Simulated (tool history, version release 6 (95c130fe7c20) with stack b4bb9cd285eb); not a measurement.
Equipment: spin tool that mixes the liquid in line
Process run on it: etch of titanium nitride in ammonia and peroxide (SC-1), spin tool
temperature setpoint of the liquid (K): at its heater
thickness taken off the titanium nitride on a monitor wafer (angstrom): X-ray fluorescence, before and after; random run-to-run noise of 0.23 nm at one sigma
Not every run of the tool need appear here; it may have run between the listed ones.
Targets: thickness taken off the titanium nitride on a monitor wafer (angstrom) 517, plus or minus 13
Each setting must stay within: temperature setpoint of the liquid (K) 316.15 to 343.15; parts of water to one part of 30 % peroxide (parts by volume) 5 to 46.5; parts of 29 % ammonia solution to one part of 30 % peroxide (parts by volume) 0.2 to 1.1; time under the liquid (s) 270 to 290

run	day	temperature setpoint of the liquid (K)	parts of water to one part of 30 % peroxide (parts by volume)	parts of 29 % ammonia solution to one part of 30 % peroxide (parts by volume)	time under the liquid (s)	thickness taken off the titanium nitride on a monitor wafer (angstrom)
1	0	332.15	25.5	0.6	270	256.76
2	0.333	332.15	32.5	0.6	270	223.49
3	0.417	332.15	37.5	0.6	270	206.11
4	0.688	333.65	36	0.6	270	232.19
5	0.75	333.65	36	0.6	290	249.72
6	0.846	333.65	36	0.6	290	249.46
7	1.138	334.65	35	0.6	290	271.42
8	1.262	335.65	34	0.6	290	292.92
9	1.362	336.65	33	0.6	290	317.48
10	1.654	336.65	33	0.6	290	315.3
11	1.996	337.65	32	0.6	290	346.51
12	2.283	338.15	31.5	0.6	290	360.18

Exactly one of the 4 candidate moves below puts every result within its allowed miss. Which one?
A	2.571	341.15	19.5	0.5	290	?
B	2.571	343.15	26	0.6	290	?
C	2.571	342.15	26.5	0.6	290	?
D	2.571	337.65	20.5	0.8	290	?

move	thickness taken off the titanium nitride on a monitor wafer (angstrom)
A	552.08
B	550.31
C	511.7
D	468.98
A: carries the result that was furthest off beyond its target, to the other side
B: carries the result that was furthest off beyond its target, to the other side
C: meets every target
D: nearer the targets than the last run, but a result is still out of spec
Move C is the one to make.
